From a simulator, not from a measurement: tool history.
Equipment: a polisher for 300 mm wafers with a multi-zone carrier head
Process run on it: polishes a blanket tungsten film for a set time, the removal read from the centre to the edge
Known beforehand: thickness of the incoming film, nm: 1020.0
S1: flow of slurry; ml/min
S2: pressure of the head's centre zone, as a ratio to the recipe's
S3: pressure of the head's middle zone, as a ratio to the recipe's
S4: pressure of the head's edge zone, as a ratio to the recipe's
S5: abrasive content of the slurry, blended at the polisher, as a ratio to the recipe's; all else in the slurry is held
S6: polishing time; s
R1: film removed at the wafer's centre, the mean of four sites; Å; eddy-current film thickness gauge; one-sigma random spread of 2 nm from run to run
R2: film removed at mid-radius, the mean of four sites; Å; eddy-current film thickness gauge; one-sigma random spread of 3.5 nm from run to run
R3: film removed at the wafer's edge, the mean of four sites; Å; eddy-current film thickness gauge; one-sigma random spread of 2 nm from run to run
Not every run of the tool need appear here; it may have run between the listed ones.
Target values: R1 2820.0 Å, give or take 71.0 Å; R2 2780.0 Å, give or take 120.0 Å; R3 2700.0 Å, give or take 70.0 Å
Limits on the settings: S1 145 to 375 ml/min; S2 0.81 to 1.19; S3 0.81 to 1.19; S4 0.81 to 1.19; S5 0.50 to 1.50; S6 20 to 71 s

run,hour,S1,S2,S3,S4,S5,S6,R1,R2,R3
1,0.0,240,1.00,1.00,1.00,1.00,45,3441.8,3863.5,3787.7
2,0.7,240,1.00,1.00,1.00,1.00,55,4217.6,4688.5,4627.1
3,2.4,240,1.00,1.07,1.00,1.00,55,4214.9,4887.3,4715.3
4,11.2,240,1.00,1.07,1.00,1.00,60,4593.0,5411.3,5029.2
5,18.6,205,1.00,1.07,1.00,1.00,60,4440.0,5147.7,5032.8
6,21.7,205,1.00,1.07,0.94,1.00,60,4488.7,5221.2,4878.0
7,25.0,210,1.01,1.04,0.92,0.90,55,4014.4,4663.9,4322.9
8,28.7,210,1.11,0.94,0.87,0.65,42,3189.3,3044.8,3019.8
9,30.0,205,1.10,0.94,0.86,0.60,42,3049.0,2927.3,2934.6
10,32.4,200,1.10,0.95,0.85,0.60,42,3073.9,2986.8,2887.6
11,40.9,195,1.09,0.94,0.84,0.60,42,3046.0,2952.3,2859.0
12,49.1,190,1.08,0.93,0.83,0.60,42,3001.8,2932.5,2852.6
13,57.2,185,1.08,0.93,0.83,0.60,42,2963.6,2994.1,2824.9
14,59.2,185,1.08,0.93,0.83,0.60,42,2945.9,2923.0,2867.5

Which one of the following 4 next-run settings gets every result inside its allowed miss? There is exactly one.
A,61.2,235,1.11,1.03,0.81,0.55,40,?,?,?
B,61.2,295,1.14,0.94,0.84,0.50,39,?,?,?
C,61.2,165,1.11,0.99,0.87,0.50,41,?,?,?
D,61.2,200,1.09,1.01,0.85,0.65,41,?,?,?

move,R1,R2,R3
A,2978.4,3004.4,2711.5
B,3006.0,2769.1,2688.6
C,2803.9,2772.4,2696.4
D,3029.1,3076.6,2892.9
A: gets the furthest-off result to its target, but another result is out of tolerance
B: gets the furthest-off result to its target, but another result is out of tolerance
C: each result inside its tolerance
D: lands further from the targets than the last run did
Move C is the one to make.
